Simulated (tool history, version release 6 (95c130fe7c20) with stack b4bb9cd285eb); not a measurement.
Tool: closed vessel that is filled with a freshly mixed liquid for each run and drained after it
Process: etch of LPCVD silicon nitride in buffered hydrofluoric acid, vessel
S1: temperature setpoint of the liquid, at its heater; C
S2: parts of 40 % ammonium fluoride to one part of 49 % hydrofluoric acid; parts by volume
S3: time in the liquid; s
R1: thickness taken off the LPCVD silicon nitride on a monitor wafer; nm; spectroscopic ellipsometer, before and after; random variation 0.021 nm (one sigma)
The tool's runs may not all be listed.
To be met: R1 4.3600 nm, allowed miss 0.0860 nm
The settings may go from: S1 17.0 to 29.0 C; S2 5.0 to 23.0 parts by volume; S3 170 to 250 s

{"run": 1, "hour": 0.0, "S1": 21.0, "S2": 14.0, "S3": 250, "R1": 2.1644}
{"run": 2, "hour": 3.7, "S1": 22.0, "S2": 13.5, "S3": 250, "R1": 2.3625}
{"run": 3, "hour": 10.0, "S1": 24.5, "S2": 13.5, "S3": 250, "R1": 2.7459}
{"run": 4, "hour": 12.4, "S1": 25.0, "S2": 13.0, "S3": 250, "R1": 2.9244}
{"run": 5, "hour": 20.7, "S1": 25.5, "S2": 12.5, "S3": 250, "R1": 3.1198}
{"run": 6, "hour": 22.7, "S1": 26.0, "S2": 12.5, "S3": 250, "R1": 3.194}
{"run": 7, "hour": 29.1, "S1": 29.0, "S2": 10.0, "S3": 250, "R1": 4.6675}
{"run": 8, "hour": 38.5, "S1": 28.5, "S2": 10.0, "S3": 250, "R1": 4.511}

Which of these 4 next moves meets every target?
{"run": "A", "hour": 47.9, "S1": 29.0, "S2": 10.0, "S3": 235, "R1": "?"}
{"run": "B", "hour": 47.9, "S1": 29.0, "S2": 10.0, "S3": 245, "R1": "?"}
{"run": "C", "hour": 47.9, "S1": 29.0, "S2": 8.5, "S3": 220, "R1": "?"}
{"run": "D", "hour": 47.9, "S1": 29.0, "S2": 9.5, "S3": 235, "R1": "?"}

move=A R1=4.4148
move=B R1=4.6027
move=C R1=4.6981
move=D R1=4.5595
A: meets every target
B: further off than the last run
C: further off than the last run
D: further off than the last run
The right move is A.

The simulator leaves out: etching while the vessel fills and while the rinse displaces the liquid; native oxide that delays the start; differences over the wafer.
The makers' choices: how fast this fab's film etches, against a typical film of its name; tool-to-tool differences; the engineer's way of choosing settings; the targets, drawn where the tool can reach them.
